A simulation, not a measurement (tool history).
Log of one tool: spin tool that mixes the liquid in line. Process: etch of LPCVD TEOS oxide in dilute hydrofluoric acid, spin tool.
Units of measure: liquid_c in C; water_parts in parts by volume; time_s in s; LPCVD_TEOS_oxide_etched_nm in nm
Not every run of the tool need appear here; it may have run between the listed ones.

run,day,liquid_c,water_parts,time_s,LPCVD_TEOS_oxide_etched_nm
1,0,24,215,55,4.7258
2,0.171,21,215,55,4.1375
3,0.462,24,215,55,4.7012
4,0.671,21,215,55,4.2227
5,0.979,22,210,55,4.477
6,1.246,23,205,55,4.8016

Estimate the outcome of run 7 from the log above:
7,1.492,27,170,55,?

Logged for run 7: LPCVD_TEOS_oxide_etched_nm 6.9719 nm.

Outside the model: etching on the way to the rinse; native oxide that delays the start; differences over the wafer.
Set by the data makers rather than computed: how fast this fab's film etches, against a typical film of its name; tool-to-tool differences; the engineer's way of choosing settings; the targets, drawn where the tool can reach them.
